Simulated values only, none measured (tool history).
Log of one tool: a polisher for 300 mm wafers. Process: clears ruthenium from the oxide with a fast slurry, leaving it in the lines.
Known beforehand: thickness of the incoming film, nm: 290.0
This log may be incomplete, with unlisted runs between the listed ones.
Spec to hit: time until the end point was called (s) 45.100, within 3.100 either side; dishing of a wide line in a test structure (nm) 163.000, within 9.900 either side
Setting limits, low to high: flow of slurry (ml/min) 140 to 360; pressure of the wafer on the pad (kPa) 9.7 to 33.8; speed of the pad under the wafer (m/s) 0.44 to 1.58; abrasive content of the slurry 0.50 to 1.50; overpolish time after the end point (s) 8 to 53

| run | hour | flow of slurry (ml/min) | pressure of the wafer on the pad (kPa) | speed of the pad under the wafer (m/s) | abrasive content of the slurry | overpolish time after the end point (s) | time until the end point was called (s) | dishing of a wide line in a test structure (nm) |
|---|---|---|---|---|---|---|---|---|
| 1 | 0.0 | 230 | 21.4 | 1.00 | 1.00 | 27 | 59.448 | 89.918 |
| 2 | 0.9 | 230 | 21.4 | 1.00 | 0.85 | 27 | 62.411 | 84.364 |
| 3 | 7.6 | 275 | 21.4 | 1.00 | 0.85 | 27 | 63.055 | 89.177 |
| 4 | 10.7 | 275 | 21.4 | 1.00 | 0.65 | 27 | 70.318 | 77.416 |
| 5 | 15.0 | 275 | 21.4 | 1.00 | 0.50 | 27 | 85.618 | 69.270 |
| 6 | 18.2 | 275 | 18.6 | 1.00 | 0.50 | 27 | 94.371 | 63.053 |
| 7 | 19.1 | 275 | 22.8 | 1.08 | 0.50 | 31 | 78.120 | 83.515 |
| 8 | 22.7 | 275 | 26.2 | 1.18 | 0.50 | 33 | 62.510 | 102.320 |
| 9 | 23.3 | 275 | 26.2 | 1.18 | 0.50 | 33 | 61.757 | 102.080 |

Next run, 4 choices. One meets every target within its allowed miss, the rest don't. Which?
| A | 23.9 | 310 | 30.3 | 1.06 | 0.60 | 37 | ? | ? |
| B | 23.9 | 265 | 20.7 | 0.90 | 0.50 | 33 | ? | ? |
| C | 23.9 | 340 | 29.0 | 1.22 | 0.70 | 44 | ? | ? |
| D | 23.9 | 355 | 29.6 | 1.22 | 0.65 | 15 | ? | ? |

| move | time until the end point was called (s) | dishing of a wide line in a test structure (nm) |
|---|---|---|
| A | 53.738 | 128.400 |
| B | 95.943 | 74.233 |
| C | 45.434 | 161.370 |
| D | 46.311 | 70.519 |
A: moves toward the targets from the last run without getting all of them in spec
B: misses by more than the last run did
C: in spec on every target
D: misses by more than the last run did
So the answer is move C, the one that meets all the targets.

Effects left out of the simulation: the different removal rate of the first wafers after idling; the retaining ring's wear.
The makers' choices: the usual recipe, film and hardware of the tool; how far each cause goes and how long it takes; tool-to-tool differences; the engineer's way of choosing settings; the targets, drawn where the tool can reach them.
